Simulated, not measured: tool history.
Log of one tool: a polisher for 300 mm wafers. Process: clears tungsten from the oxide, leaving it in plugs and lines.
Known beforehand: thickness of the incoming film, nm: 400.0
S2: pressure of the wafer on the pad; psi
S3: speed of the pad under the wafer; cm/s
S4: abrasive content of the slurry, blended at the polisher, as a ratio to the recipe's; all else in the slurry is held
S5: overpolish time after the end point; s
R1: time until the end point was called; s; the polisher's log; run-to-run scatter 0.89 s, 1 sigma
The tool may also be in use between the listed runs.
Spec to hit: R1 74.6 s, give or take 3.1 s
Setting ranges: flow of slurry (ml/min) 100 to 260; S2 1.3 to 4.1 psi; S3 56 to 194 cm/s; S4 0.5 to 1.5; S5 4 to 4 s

{"run": 1, "hour": 0.0, "flow of slurry (ml/min)": 165, "S2": 2.7, "S3": 124, "S4": 1, "S5": 4, "R1": 103.78}
{"run": 2, "hour": 3.8, "flow of slurry (ml/min)": 170, "S2": 3, "S3": 124, "S4": 1, "S5": 4, "R1": 93.418}
{"run": 3, "hour": 6.6, "flow of slurry (ml/min)": 170, "S2": 3.2, "S3": 124, "S4": 1, "S5": 4, "R1": 87.825}
{"run": 4, "hour": 15.3, "flow of slurry (ml/min)": 170, "S2": 3.3, "S3": 124, "S4": 1, "S5": 4, "R1": 85.178}
{"run": 5, "hour": 19.9, "flow of slurry (ml/min)": 150, "S2": 3.3, "S3": 124, "S4": 1, "S5": 4, "R1": 86.873}
{"run": 6, "hour": 26.0, "flow of slurry (ml/min)": 155, "S2": 3.4, "S3": 124, "S4": 1, "S5": 4, "R1": 85.075}
{"run": 7, "hour": 30.3, "flow of slurry (ml/min)": 165, "S2": 3.5, "S3": 124, "S4": 1, "S5": 4, "R1": 80.236}
{"run": 8, "hour": 39.1, "flow of slurry (ml/min)": 170, "S2": 3.5, "S3": 124, "S4": 1, "S5": 4, "R1": 79.881}

Which single option among these 4 for the next run brings every result within its allowed miss of target? Just one does.
{"run": "A", "hour": 47.9, "flow of slurry (ml/min)": 120, "S2": 3.6, "S3": 118, "S4": 0.8, "S5": 4, "R1": "?"}
{"run": "B", "hour": 47.9, "flow of slurry (ml/min)": 165, "S2": 2.8, "S3": 152, "S4": 1.05, "S5": 4, "R1": "?"}
{"run": "C", "hour": 47.9, "flow of slurry (ml/min)": 155, "S2": 3.7, "S3": 116, "S4": 1.05, "S5": 4, "R1": "?"}
{"run": "D", "hour": 47.9, "flow of slurry (ml/min)": 150, "S2": 4, "S3": 120, "S4": 0.9, "S5": 4, "R1": "?"}

move=A R1=89.555
move=B R1=81.392
move=C R1=80.724
move=D R1=75.368
A: its largest miss is bigger than the last run's
B: its largest miss is bigger than the last run's
C: its largest miss is bigger than the last run's
D: all results land within tolerance of their targets
D is the move that brings every result within its allowed miss.
